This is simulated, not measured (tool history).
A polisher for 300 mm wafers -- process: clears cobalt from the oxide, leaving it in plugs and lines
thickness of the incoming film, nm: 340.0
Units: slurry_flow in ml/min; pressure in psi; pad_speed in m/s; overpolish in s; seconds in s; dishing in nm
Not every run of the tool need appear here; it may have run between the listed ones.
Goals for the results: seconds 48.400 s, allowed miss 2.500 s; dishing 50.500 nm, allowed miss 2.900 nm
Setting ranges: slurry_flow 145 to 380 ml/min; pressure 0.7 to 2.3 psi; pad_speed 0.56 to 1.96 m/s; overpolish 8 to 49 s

run	hour	slurry_flow	pressure	pad_speed	overpolish	seconds	dishing
1	0.0	245	1.5	1.26	25	84.167	44.681
2	2.6	305	1.5	1.26	25	79.036	45.274
3	9.4	305	1.6	1.26	25	74.460	46.435
4	16.7	305	1.7	1.26	24	70.022	45.749
5	20.1	305	1.8	1.26	24	66.718	46.155
6	28.1	305	1.8	1.40	24	61.206	48.569
7	33.0	305	1.9	1.40	24	56.818	46.684
8	35.4	305	1.9	1.40	25	56.383	47.420
9	37.9	305	1.9	1.40	26	56.759	48.547
10	42.4	305	1.9	1.40	26	57.917	46.604
11	48.8	315	1.9	1.44	28	54.741	48.850
12	49.8	320	2.0	1.46	30	51.631	49.430

Which single option among these 5 for the next run brings every result within its allowed miss of target? Just one does.
A	50.8	295	2.2	1.18	21	?	?
B	50.8	300	2.3	1.54	28	?	?
C	50.8	350	2.0	1.70	35	?	?
D	50.8	255	2.3	1.38	30	?	?
E	50.8	380	1.5	1.70	30	?	?

move	seconds	dishing
A	58.588	47.044
B	43.233	50.477
C	44.406	50.830
D	48.932	50.378
E	58.394	49.794
A: lands further from the targets than the last run did
B: takes the result that was furthest off past its target
C: takes the result that was furthest off past its target
D: every result lands within tolerance
E: lands further from the targets than the last run did
Answer: D

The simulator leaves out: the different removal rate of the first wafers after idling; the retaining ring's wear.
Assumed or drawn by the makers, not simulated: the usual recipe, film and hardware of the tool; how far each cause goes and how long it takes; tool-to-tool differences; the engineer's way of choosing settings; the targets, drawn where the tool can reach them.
